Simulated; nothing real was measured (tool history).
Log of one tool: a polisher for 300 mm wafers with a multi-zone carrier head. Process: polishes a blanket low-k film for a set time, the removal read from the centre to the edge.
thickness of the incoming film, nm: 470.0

run,hour,flow of slurry (ml/min),pressure of the head's centre zone,pressure of the head's middle zone,pressure of the head's edge zone,abrasive content of the slurry,polishing time (s),film removed at the wafer's centre (nm),film removed at mid-radius (nm),film removed at the wafer's edge (nm)
1,0.0,270,1.00,1.00,1.00,1.00,32,8.9295,9.1139,9.0234
2,5.4,270,1.00,0.94,1.00,1.00,32,8.7955,8.7981,8.8171
3,9.8,275,1.00,0.97,0.98,1.05,32,9.0348,9.1748,8.8654
4,12.8,280,1.01,0.99,0.98,1.10,32,9.4166,9.5512,9.2732
5,18.9,315,1.01,0.99,0.98,1.10,32,9.4504,9.7945,9.1948
6,23.2,340,1.01,0.99,0.98,1.10,32,9.5852,9.7122,9.0882

Run 7 comes next. What will it give?
7,29.4,340,1.02,1.01,0.98,1.10,32,?,?,?

film removed at the wafer's centre (nm): 9.6949
film removed at mid-radius (nm): 9.7988
film removed at the wafer's edge (nm): 9.2488
